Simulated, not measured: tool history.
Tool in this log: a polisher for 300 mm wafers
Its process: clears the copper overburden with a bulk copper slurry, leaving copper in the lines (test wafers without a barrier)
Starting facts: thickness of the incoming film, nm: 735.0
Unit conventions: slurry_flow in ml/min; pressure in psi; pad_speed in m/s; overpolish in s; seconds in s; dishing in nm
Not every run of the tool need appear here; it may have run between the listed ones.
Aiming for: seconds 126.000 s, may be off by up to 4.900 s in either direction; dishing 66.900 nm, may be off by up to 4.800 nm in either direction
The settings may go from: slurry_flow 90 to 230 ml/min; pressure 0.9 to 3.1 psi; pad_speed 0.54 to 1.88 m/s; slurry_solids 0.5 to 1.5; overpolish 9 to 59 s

run,hour,slurry_flow,pressure,pad_speed,slurry_solids,overpolish,seconds,dishing
1,0.0,150,2.0,1.20,1.0,30,90.087,100.090
2,3.7,150,1.5,1.20,1.0,30,111.820,86.729
3,8.3,150,1.4,1.20,1.0,25,118.210,76.057
4,16.6,130,1.4,1.20,1.0,25,122.170,75.683
5,24.6,130,1.4,1.20,1.0,23,119.140,72.978
6,26.5,130,1.4,1.20,1.0,13,119.210,49.894
7,32.7,125,1.4,1.20,1.0,16,120.260,55.854
8,39.1,125,1.4,1.20,1.0,18,121.230,61.902
9,40.3,120,1.3,1.18,1.0,24,133.990,68.898

Pick the move, out of 4, that brings all results within their allowed miss; only one does.
A,41.5,90,1.0,1.42,0.8,35,?,?
B,41.5,90,1.0,1.44,0.9,31,?,?
C,41.5,90,1.4,1.16,0.9,24,?,?
D,41.5,110,1.4,1.18,1.0,22,?,?

move,seconds,dishing
A,149.910,75.682
B,144.430,72.884
C,137.600,68.782
D,128.020,68.190
A: further off than the last run
B: further off than the last run
C: further off than the last run
D: in spec on every target
D is the move that brings every result within its allowed miss.

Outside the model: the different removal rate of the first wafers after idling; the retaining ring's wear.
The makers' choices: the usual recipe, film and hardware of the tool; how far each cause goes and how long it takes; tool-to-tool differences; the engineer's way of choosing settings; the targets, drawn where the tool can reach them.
